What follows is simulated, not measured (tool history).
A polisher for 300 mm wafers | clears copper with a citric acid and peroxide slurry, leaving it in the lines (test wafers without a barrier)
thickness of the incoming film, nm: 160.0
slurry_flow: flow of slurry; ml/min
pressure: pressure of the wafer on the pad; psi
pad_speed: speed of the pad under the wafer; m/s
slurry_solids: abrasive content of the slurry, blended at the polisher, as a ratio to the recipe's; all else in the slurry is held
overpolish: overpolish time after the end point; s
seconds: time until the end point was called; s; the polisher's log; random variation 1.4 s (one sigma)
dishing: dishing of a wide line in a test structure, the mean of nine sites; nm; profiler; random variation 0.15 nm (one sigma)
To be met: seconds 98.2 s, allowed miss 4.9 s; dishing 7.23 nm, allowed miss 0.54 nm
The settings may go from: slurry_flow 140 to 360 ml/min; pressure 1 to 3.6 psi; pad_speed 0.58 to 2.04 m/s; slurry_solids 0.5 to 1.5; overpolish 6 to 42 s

run,hour,slurry_flow,pressure,pad_speed,slurry_solids,overpolish,seconds,dishing
1,0,230,2.3,1.3,1,21,80.786,19.709
2,1.3,230,2,1.38,1,17,87.813,16.547
3,1.9,230,1.7,1.46,1,14,99.991,12.835
4,4.8,225,1.5,1.64,0.95,12,100.17,10.619
5,5.9,250,1.5,1.64,0.95,12,97.316,11.161
6,13.4,225,1.4,1.74,0.85,10,103.91,9.4132
7,19.8,225,1.4,1.74,0.85,10,102.49,8.7477
8,27.2,220,1.4,1.78,0.8,9,103.02,8.7882
9,36,210,1.4,1.86,0.75,8,101.99,7.7556
# hour 44.4: worn pad replaced by a new one
10,44.4,210,1.4,1.88,0.75,7,91.671,7.6344

Which of these 4 next moves meets every target?
A,52.8,200,1.5,2.04,0.65,6,?,?
B,52.8,170,1.5,1.96,0.65,6,?,?
C,52.8,205,1.5,1.84,0.8,6,?,?
D,52.8,275,1.5,1.68,0.5,7,?,?

move,seconds,dishing
A,83.735,7.0284
B,88.52,6.6921
C,88.652,6.6841
D,97.241,7.0601
A: further off than the last run
B: further off than the last run
C: further off than the last run
D: meets every target
Answer: D
